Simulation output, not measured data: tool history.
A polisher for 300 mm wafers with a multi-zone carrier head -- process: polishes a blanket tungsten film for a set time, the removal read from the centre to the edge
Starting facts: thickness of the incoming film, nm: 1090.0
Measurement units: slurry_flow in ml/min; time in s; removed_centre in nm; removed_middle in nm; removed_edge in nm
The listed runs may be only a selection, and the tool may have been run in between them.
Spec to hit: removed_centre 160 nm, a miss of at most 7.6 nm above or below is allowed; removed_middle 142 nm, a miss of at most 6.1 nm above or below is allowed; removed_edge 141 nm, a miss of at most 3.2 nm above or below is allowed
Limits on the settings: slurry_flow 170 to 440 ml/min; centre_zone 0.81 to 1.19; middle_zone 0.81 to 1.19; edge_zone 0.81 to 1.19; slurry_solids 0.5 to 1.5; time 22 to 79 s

{"run": 1, "hour": 0.0, "slurry_flow": 280, "centre_zone": 1, "middle_zone": 1, "edge_zone": 1, "slurry_solids": 1, "time": 50, "removed_centre": 203.84, "removed_middle": 209.95, "removed_edge": 209.17}
{"run": 2, "hour": 6.6, "slurry_flow": 275, "centre_zone": 1.02, "middle_zone": 0.97, "edge_zone": 0.95, "slurry_solids": 0.85, "time": 47, "removed_centre": 191.39, "removed_middle": 183.68, "removed_edge": 187.39}
{"run": 3, "hour": 15.5, "slurry_flow": 275, "centre_zone": 1.02, "middle_zone": 1.05, "edge_zone": 0.95, "slurry_solids": 0.85, "time": 47, "removed_centre": 190.88, "removed_middle": 195.23, "removed_edge": 188.89}
{"run": 4, "hour": 21.8, "slurry_flow": 275, "centre_zone": 1.04, "middle_zone": 1.04, "edge_zone": 0.92, "slurry_solids": 0.75, "time": 44, "removed_centre": 180, "removed_middle": 175.02, "removed_edge": 169.02}
{"run": 5, "hour": 22.8, "slurry_flow": 270, "centre_zone": 1.04, "middle_zone": 1.02, "edge_zone": 0.89, "slurry_solids": 0.65, "time": 43, "removed_centre": 173.03, "removed_middle": 165.73, "removed_edge": 157.3}
{"run": 6, "hour": 29.1, "slurry_flow": 270, "centre_zone": 1.04, "middle_zone": 1.02, "edge_zone": 0.89, "slurry_solids": 0.8, "time": 43, "removed_centre": 178.16, "removed_middle": 172.14, "removed_edge": 164.51}
{"run": 7, "hour": 30.3, "slurry_flow": 265, "centre_zone": 1.04, "middle_zone": 0.99, "edge_zone": 0.87, "slurry_solids": 0.7, "time": 43, "removed_centre": 174.52, "removed_middle": 164.6, "removed_edge": 156.77}
{"run": 8, "hour": 37.5, "slurry_flow": 255, "centre_zone": 1.03, "middle_zone": 0.95, "edge_zone": 0.86, "slurry_solids": 0.65, "time": 43, "removed_centre": 164.63, "removed_middle": 153.61, "removed_edge": 151.44}
{"run": 9, "hour": 45.1, "slurry_flow": 225, "centre_zone": 1.07, "middle_zone": 0.91, "edge_zone": 0.81, "slurry_solids": 0.55, "time": 43, "removed_centre": 162.88, "removed_middle": 144.82, "removed_edge": 141.96}

Of the 4 settings listed for the next run, only one would bring every result within its allowed miss of target. Which one?
{"run": "A", "hour": 52.7, "slurry_flow": 180, "centre_zone": 1.11, "middle_zone": 0.98, "edge_zone": 0.9, "slurry_solids": 0.6, "time": 40, "removed_centre": "?", "removed_middle": "?", "removed_edge": "?"}
{"run": "B", "hour": 52.7, "slurry_flow": 215, "centre_zone": 1.17, "middle_zone": 0.92, "edge_zone": 0.83, "slurry_solids": 0.75, "time": 39, "removed_centre": "?", "removed_middle": "?", "removed_edge": "?"}
{"run": "C", "hour": 52.7, "slurry_flow": 170, "centre_zone": 1.17, "middle_zone": 0.89, "edge_zone": 0.84, "slurry_solids": 0.55, "time": 43, "removed_centre": "?", "removed_middle": "?", "removed_edge": "?"}
{"run": "D", "hour": 52.7, "slurry_flow": 250, "centre_zone": 0.98, "middle_zone": 0.9, "edge_zone": 0.86, "slurry_solids": 0.6, "time": 40, "removed_centre": "?", "removed_middle": "?", "removed_edge": "?"}

move=A removed_centre=161.8 removed_middle=140 removed_edge=139.93
move=B removed_centre=177.1 removed_middle=137.97 removed_edge=139.16
move=C removed_centre=179.15 removed_middle=136.45 removed_edge=143.06
move=D removed_centre=148.47 removed_middle=135.83 removed_edge=140.96
A: each result inside its tolerance
B: meets the target for the result that was furthest off, but another lies outside its allowed miss
C: meets the target for the result that was furthest off, but another lies outside its allowed miss
D: takes the biggest miss from the last run beyond its target
The move that meets every target is A.

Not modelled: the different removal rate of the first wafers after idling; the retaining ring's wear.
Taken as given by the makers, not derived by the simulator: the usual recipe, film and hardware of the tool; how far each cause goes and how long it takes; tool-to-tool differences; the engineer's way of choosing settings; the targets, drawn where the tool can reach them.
